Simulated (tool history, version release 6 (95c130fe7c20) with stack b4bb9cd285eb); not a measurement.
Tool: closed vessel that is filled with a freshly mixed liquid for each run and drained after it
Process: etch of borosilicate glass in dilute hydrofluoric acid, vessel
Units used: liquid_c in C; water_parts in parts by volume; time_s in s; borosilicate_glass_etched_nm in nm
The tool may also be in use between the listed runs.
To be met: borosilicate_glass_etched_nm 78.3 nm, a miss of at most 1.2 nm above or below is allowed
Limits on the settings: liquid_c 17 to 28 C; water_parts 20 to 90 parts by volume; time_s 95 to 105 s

run 1 hour=0 | liquid_c=20 water_parts=50 time_s=95 | borosilicate_glass_etched_nm=88.85
run 2 hour=8.7 | liquid_c=19.5 water_parts=50 time_s=95 | borosilicate_glass_etched_nm=86.722
run 3 hour=15.3 | liquid_c=19 water_parts=50 time_s=95 | borosilicate_glass_etched_nm=85.262
run 4 hour=23.4 | liquid_c=20.5 water_parts=50 time_s=95 | borosilicate_glass_etched_nm=90.11
run 5 hour=30.9 | liquid_c=19.5 water_parts=50 time_s=95 | borosilicate_glass_etched_nm=87.217
run 6 hour=37.4 | liquid_c=19.5 water_parts=60 time_s=95 | borosilicate_glass_etched_nm=71.904
run 7 hour=39.6 | liquid_c=20 water_parts=60 time_s=95 | borosilicate_glass_etched_nm=72.918
run 8 hour=45.4 | liquid_c=22 water_parts=60 time_s=95 | borosilicate_glass_etched_nm=79.594

Consider the 4 candidate settings below. Which is the only one whose results all fall within their allowed miss of target?
run A hour=51.2 | liquid_c=22.5 water_parts=60 time_s=95 | borosilicate_glass_etched_nm=?
run B hour=51.2 | liquid_c=21.5 water_parts=65 time_s=100 | borosilicate_glass_etched_nm=?
run C hour=51.2 | liquid_c=24 water_parts=75 time_s=105 | borosilicate_glass_etched_nm=?
run D hour=51.2 | liquid_c=23.5 water_parts=65 time_s=95 | borosilicate_glass_etched_nm=?

move=A borosilicate_glass_etched_nm=80.941
move=B borosilicate_glass_etched_nm=74.988
move=C borosilicate_glass_etched_nm=74.655
move=D borosilicate_glass_etched_nm=77.355
A: its largest miss is bigger than the last run's
B: carries the result that was furthest off beyond its target, to the other side
C: carries the result that was furthest off beyond its target, to the other side
D: every result within its allowed miss
Correct choice: D, which meets every target
